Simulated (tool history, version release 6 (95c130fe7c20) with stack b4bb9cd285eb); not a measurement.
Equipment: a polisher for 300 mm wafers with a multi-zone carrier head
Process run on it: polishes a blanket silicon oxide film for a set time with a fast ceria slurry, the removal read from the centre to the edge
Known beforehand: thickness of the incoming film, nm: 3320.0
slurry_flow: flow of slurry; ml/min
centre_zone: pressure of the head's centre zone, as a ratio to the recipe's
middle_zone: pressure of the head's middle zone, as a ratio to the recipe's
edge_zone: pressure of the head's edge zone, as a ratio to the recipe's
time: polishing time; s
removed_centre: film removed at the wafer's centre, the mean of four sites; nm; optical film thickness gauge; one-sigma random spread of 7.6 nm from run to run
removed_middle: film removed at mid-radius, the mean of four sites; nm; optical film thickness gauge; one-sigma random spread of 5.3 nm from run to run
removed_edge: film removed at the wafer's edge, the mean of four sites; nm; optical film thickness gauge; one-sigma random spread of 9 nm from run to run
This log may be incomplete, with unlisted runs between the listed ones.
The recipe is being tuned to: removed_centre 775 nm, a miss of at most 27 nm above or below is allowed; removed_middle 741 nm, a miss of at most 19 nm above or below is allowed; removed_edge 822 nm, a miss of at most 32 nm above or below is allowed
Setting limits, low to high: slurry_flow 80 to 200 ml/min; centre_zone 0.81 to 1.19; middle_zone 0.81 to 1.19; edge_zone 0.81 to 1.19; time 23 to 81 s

run,day,slurry_flow,centre_zone,middle_zone,edge_zone,time,removed_centre,removed_middle,removed_edge
1,0,130,1,1,1,52,591.79,600.45,618.5
2,0.329,135,1.01,1,1.03,53,608.74,611.16,655.99
3,0.458,145,1.03,1.02,1.05,54,652.68,655.38,678.64
4,0.571,145,1.03,1.02,1.09,54,659.27,640.95,692.82
5,0.679,145,0.97,1.02,1.09,54,619.59,645.06,680.69
6,0.812,145,0.97,0.98,1.09,54,620.71,632.86,683.69
7,1.079,150,0.98,0.98,1.1,55,644.41,654.63,708.81
8,1.35,150,0.98,0.98,1.1,55,636.05,650.8,699.55
9,1.525,150,0.99,0.98,1.11,56,656.86,665.08,723.33
10,1.6,155,1,0.98,1.12,56,680.62,665.31,728.79
11,1.658,160,1,0.98,1.13,57,694.79,680.52,743.4
12,1.817,160,1,0.98,1.13,57,689.81,676.32,755.53
13,1.854,165,1.01,0.99,1.14,57,705.37,692.1,748.93
14,2.079,165,1.01,0.99,1.15,58,715.93,700.25,766.35
15,2.454,165,1.01,0.99,1.16,58,705.76,708.49,784.18
16,2.675,170,1.02,0.99,1.16,58,731.39,707.48,780.11

Which single option among these 4 for the next run brings every result within its allowed miss of target? Just one does.
A,2.896,190,0.99,0.99,1.1,61,?,?,?
B,2.896,180,1.03,0.96,1.19,66,?,?,?
C,2.896,150,1.08,1.03,1.19,61,?,?,?
D,2.896,170,1.04,0.9,1.19,65,?,?,?

move,removed_centre,removed_middle,removed_edge
A,763.51,775.57,809.53
B,847.71,807.52,904.61
C,779.28,755.54,808.44
D,829.62,743.3,883.05
A: the result that was furthest off in the last run now lies on the other side of its target
B: the result that was furthest off in the last run now lies on the other side of its target
C: all results land within tolerance of their targets
D: puts the biggest miss on target and leaves a different result outside tolerance
The move that meets every target is C.

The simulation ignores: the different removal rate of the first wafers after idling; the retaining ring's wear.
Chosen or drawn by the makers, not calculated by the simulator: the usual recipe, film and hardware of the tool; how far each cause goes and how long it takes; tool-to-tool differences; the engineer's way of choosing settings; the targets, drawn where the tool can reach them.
